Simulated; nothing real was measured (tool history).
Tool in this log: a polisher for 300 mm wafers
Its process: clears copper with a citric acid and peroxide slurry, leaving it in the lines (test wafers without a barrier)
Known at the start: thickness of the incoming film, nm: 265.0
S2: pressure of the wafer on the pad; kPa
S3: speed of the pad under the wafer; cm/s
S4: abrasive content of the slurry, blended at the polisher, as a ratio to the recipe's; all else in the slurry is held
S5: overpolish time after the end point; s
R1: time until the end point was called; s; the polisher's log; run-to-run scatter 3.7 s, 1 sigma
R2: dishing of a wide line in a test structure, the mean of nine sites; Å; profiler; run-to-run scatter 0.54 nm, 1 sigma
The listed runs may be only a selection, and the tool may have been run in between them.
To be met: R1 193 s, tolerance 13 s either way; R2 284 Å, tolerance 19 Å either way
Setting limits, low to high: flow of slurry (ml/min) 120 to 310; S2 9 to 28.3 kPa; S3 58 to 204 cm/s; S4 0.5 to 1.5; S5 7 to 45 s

{"run": 1, "hour": 0.0, "flow of slurry (ml/min)": 200, "S2": 18.6, "S3": 130, "S4": 1, "S5": 23, "R1": 131.68, "R2": 362.11}
{"run": 2, "hour": 8.8, "flow of slurry (ml/min)": 200, "S2": 22.8, "S3": 130, "S4": 1, "S5": 23, "R1": 105.91, "R2": 415.54}
{"run": 3, "hour": 13.1, "flow of slurry (ml/min)": 200, "S2": 20.7, "S3": 128, "S4": 1, "S5": 23, "R1": 120.05, "R2": 374.9}
{"run": 4, "hour": 18.2, "flow of slurry (ml/min)": 200, "S2": 19.3, "S3": 126, "S4": 1, "S5": 23, "R1": 131.74, "R2": 344.28}
{"run": 5, "hour": 27.3, "flow of slurry (ml/min)": 200, "S2": 19.3, "S3": 140, "S4": 1, "S5": 23, "R1": 115.56, "R2": 375.23}
{"run": 6, "hour": 31.9, "flow of slurry (ml/min)": 200, "S2": 19.3, "S3": 140, "S4": 1.15, "S5": 23, "R1": 112.79, "R2": 380.02}
{"run": 7, "hour": 35.8, "flow of slurry (ml/min)": 200, "S2": 17.2, "S3": 138, "S4": 1.15, "S5": 24, "R1": 127.52, "R2": 379.59}
{"run": 8, "hour": 41.5, "flow of slurry (ml/min)": 200, "S2": 15.9, "S3": 136, "S4": 1.15, "S5": 24, "R1": 136.91, "R2": 340.89}
{"run": 9, "hour": 50.6, "flow of slurry (ml/min)": 200, "S2": 14.5, "S3": 134, "S4": 1.15, "S5": 25, "R1": 158.69, "R2": 326.82}
{"run": 10, "hour": 59.4, "flow of slurry (ml/min)": 200, "S2": 11.7, "S3": 132, "S4": 1.15, "S5": 24, "R1": 192.3, "R2": 264.77}

Pick the move, out of 5, that brings all results within their allowed miss; only one does.
{"run": "A", "hour": 68.2, "flow of slurry (ml/min)": 120, "S2": 12.4, "S3": 136, "S4": 1.3, "S5": 26, "R1": "?", "R2": "?"}
{"run": "B", "hour": 68.2, "flow of slurry (ml/min)": 200, "S2": 11.7, "S3": 142, "S4": 1.1, "S5": 20, "R1": "?", "R2": "?"}
{"run": "C", "hour": 68.2, "flow of slurry (ml/min)": 215, "S2": 13.1, "S3": 116, "S4": 1.1, "S5": 34, "R1": "?", "R2": "?"}
{"run": "D", "hour": 68.2, "flow of slurry (ml/min)": 185, "S2": 9.7, "S3": 130, "S4": 1.3, "S5": 40, "R1": "?", "R2": "?"}
{"run": "E", "hour": 68.2, "flow of slurry (ml/min)": 200, "S2": 11.7, "S3": 132, "S4": 1.15, "S5": 21, "R1": "?", "R2": "?"}

move=A R1=195.05 R2=273.75
move=B R1=184.9 R2=229.83
move=C R1=199.85 R2=332.85
move=D R1=236.43 R2=325.24
move=E R1=196.52 R2=227.56
A: all results land within tolerance of their targets
B: misses by more than the last run did
C: takes the result that was furthest off past its target
D: takes the result that was furthest off past its target
E: misses by more than the last run did
The move that meets every target is A.
